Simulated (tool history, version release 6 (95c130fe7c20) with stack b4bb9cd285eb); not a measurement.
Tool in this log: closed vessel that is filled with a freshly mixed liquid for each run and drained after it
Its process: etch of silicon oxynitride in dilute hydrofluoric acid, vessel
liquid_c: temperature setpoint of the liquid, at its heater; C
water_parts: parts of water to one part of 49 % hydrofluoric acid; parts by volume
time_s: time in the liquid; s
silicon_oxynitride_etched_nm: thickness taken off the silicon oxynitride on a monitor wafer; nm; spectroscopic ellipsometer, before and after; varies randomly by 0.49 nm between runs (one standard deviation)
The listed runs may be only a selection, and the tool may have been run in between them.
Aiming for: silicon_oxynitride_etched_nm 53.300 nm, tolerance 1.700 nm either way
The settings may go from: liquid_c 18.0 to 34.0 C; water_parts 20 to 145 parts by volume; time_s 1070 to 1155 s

{"run": 1, "hour": 0.0, "liquid_c": 26.0, "water_parts": 80, "time_s": 1070, "silicon_oxynitride_etched_nm": 31.297}
{"run": 2, "hour": 4.8, "liquid_c": 28.0, "water_parts": 75, "time_s": 1070, "silicon_oxynitride_etched_nm": 36.88}
{"run": 3, "hour": 13.7, "liquid_c": 28.0, "water_parts": 60, "time_s": 1070, "silicon_oxynitride_etched_nm": 46.26}
{"run": 4, "hour": 18.2, "liquid_c": 28.0, "water_parts": 90, "time_s": 1070, "silicon_oxynitride_etched_nm": 30.414}
{"run": 5, "hour": 24.6, "liquid_c": 29.5, "water_parts": 85, "time_s": 1070, "silicon_oxynitride_etched_nm": 34.984}
{"run": 6, "hour": 30.0, "liquid_c": 31.0, "water_parts": 80, "time_s": 1070, "silicon_oxynitride_etched_nm": 38.746}
{"run": 7, "hour": 31.1, "liquid_c": 32.0, "water_parts": 75, "time_s": 1070, "silicon_oxynitride_etched_nm": 44.063}
{"run": 8, "hour": 32.2, "liquid_c": 32.5, "water_parts": 75, "time_s": 1070, "silicon_oxynitride_etched_nm": 45.253}
{"run": 9, "hour": 38.0, "liquid_c": 33.0, "water_parts": 75, "time_s": 1070, "silicon_oxynitride_etched_nm": 45.009}
{"run": 10, "hour": 41.0, "liquid_c": 33.5, "water_parts": 70, "time_s": 1070, "silicon_oxynitride_etched_nm": 50.495}

5 candidate next runs follow, results not yet known. Just one meets every target within its allowed miss. Identify it.
{"run": "A", "hour": 44.0, "liquid_c": 34.0, "water_parts": 75, "time_s": 1125, "silicon_oxynitride_etched_nm": "?"}
{"run": "B", "hour": 44.0, "liquid_c": 31.5, "water_parts": 65, "time_s": 1070, "silicon_oxynitride_etched_nm": "?"}
{"run": "C", "hour": 44.0, "liquid_c": 34.0, "water_parts": 75, "time_s": 1070, "silicon_oxynitride_etched_nm": "?"}
{"run": "D", "hour": 44.0, "liquid_c": 33.0, "water_parts": 70, "time_s": 1135, "silicon_oxynitride_etched_nm": "?"}
{"run": "E", "hour": 44.0, "liquid_c": 32.0, "water_parts": 70, "time_s": 1070, "silicon_oxynitride_etched_nm": "?"}

move=A silicon_oxynitride_etched_nm=50.667
move=B silicon_oxynitride_etched_nm=50.282
move=C silicon_oxynitride_etched_nm=48.190
move=D silicon_oxynitride_etched_nm=52.696
move=E silicon_oxynitride_etched_nm=47.496
A: nearer than the last run, and not there yet
B: misses by more than the last run did
C: misses by more than the last run did
D: all results in spec
E: misses by more than the last run did
Move D is the one to make.
